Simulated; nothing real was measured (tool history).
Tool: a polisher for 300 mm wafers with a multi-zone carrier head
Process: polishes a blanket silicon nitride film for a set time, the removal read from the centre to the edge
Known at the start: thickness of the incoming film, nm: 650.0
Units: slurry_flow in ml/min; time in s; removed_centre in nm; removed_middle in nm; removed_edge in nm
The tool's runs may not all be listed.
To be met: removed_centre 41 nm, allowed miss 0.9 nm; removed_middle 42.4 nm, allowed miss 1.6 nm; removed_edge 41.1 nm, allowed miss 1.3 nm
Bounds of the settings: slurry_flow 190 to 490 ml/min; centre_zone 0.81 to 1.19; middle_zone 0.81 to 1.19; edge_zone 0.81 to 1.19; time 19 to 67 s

run	hour	slurry_flow	centre_zone	middle_zone	edge_zone	time	removed_centre	removed_middle	removed_edge
1	0	315	1	1	1	43	61.557	61.777	60.912
2	0.9	315	1	1	0.93	43	61.656	60.897	60.367
3	3	315	1	1	0.93	41	58.785	58.003	55.658
4	4.8	315	0.99	0.99	0.92	40	57.156	56.997	54.454
5	10.9	315	0.99	0.99	0.92	34	48.27	48.785	46.896
6	18.4	310	0.98	0.98	0.91	34	47.977	48.168	46.514
7	19.3	305	0.97	0.97	0.9	34	46.913	47.477	46.499
8	23.7	305	0.97	0.97	0.9	34	47.613	47.371	45.744
9	24.5	300	0.96	0.96	0.89	34	46.502	46.868	45.267
10	33.1	300	0.96	0.96	0.89	34	46.011	47.011	45.607
11	40.9	295	0.96	0.96	0.88	34	46.335	47.065	45.252
12	49.2	290	0.95	0.95	0.87	34	45.523	45.295	44.832
13	57.4	285	0.95	0.95	0.86	34	45.779	45.034	45.178
14	59.5	290	0.94	0.95	0.86	34	45.195	45.481	44.714
15	64.2	290	0.94	0.95	0.85	34	45.307	45.821	44.541
16	64.9	285	0.92	0.94	0.83	33	42.845	45.268	43.29
17	73.6	280	0.92	0.94	0.83	33	43.087	45.068	42.808
18	74.6	275	0.92	0.94	0.83	33	42.613	43.888	43.222

4 next moves are on the table. One of them brings every result within its allowed miss. Which?
A	75.6	315	0.93	1.02	0.87	31	?	?	?
B	75.6	340	0.89	0.97	0.81	32	?	?	?
C	75.6	315	0.81	0.95	0.85	34	?	?	?
D	75.6	210	1	1.03	0.98	30	?	?	?

move	removed_centre	removed_middle	removed_edge
A	40.989	45.36	40.655
B	40.774	45.205	40.941
C	39.088	46.889	44.181
D	40.488	42.191	40.05
A: brings the result that was furthest off to its target, and leaves another outside
B: brings the result that was furthest off to its target, and leaves another outside
C: takes the result that was furthest off past its target
D: meets every target
The right move is D.

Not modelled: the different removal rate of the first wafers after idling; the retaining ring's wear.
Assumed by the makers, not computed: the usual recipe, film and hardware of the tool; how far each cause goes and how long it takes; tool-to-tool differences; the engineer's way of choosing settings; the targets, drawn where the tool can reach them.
